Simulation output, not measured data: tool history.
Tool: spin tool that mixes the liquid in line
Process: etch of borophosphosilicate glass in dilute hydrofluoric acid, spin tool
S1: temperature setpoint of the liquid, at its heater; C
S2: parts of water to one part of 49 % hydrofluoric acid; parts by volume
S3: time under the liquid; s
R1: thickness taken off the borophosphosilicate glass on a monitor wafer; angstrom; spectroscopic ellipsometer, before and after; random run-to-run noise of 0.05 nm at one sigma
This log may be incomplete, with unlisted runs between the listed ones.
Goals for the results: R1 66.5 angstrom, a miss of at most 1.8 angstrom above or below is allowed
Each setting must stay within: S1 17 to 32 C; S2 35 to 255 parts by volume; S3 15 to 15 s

run	day	S1	S2	S3	R1
1	0	24	145	15	48.305
2	0.112	25.5	145	15	50.414
3	0.325	25.5	145	15	51.029
4	0.542	28	145	15	56.332
5	0.571	28.5	145	15	57.557
6	0.892	28.5	145	15	56.82
7	1.021	28.5	145	15	57.212
8	1.375	29	145	15	58.115
9	1.704	29.5	145	15	59.246
10	1.838	30	145	15	60.249
11	2.133	30.5	145	15	62.398
12	2.271	31	145	15	62.394
13	2.558	31.5	145	15	63.381

Which one of the following 4 next-run settings gets every result inside its allowed miss? There is exactly one.
A	2.846	29.5	130	15	?
B	2.846	31	145	15	?
C	2.846	30.5	145	15	?
D	2.846	30	125	15	?

move	R1
A	66.529
B	61.83
C	60.713
D	70.952
A: in spec on every target
B: its largest miss is bigger than the last run's
C: its largest miss is bigger than the last run's
D: moves the result that the last run missed by most past its target, out the other side
A meets every target.
